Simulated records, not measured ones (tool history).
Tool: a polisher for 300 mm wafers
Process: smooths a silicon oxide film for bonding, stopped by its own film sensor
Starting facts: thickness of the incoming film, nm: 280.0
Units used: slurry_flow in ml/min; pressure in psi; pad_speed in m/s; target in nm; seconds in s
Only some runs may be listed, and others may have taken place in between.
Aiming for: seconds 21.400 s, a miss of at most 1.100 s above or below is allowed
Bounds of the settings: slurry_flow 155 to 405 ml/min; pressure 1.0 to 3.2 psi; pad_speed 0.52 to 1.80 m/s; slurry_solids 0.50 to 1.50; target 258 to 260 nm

run  hour  slurry_flow  pressure  pad_speed  slurry_solids  target  seconds
  1   0.0          260       2.1       1.16           1.00     258   28.700
  2   1.7          280       2.1       1.16           1.00     258   27.242
  3   3.8          280       2.1       1.34           1.00     258   25.094
  4   9.0          285       2.2       1.34           1.00     258   23.892
  5  15.7          330       2.2       1.34           1.00     258   23.792
  6  24.2          365       2.2       1.34           1.00     258   23.060
  7  33.1          365       2.2       1.34           1.00     258   23.447
  8  37.8          365       2.3       1.34           1.00     258   22.810

4 candidate next runs follow, results not yet known. Just one meets every target within its allowed miss. Identify it.
  A  42.5          405       3.1       1.10           0.65     258        ?
  B  42.5          260       2.9       1.18           1.00     260        ?
  C  42.5          275       3.0       1.28           0.70     259        ?
  D  42.5          355       2.4       1.40           1.15     260        ?

move  seconds
   A   23.485
   B   17.997
   C   20.337
   D   17.246
A: its largest miss is bigger than the last run's
B: pushes the last run's worst result past its target
C: all results in spec
D: pushes the last run's worst result past its target
Move C is the one to make.
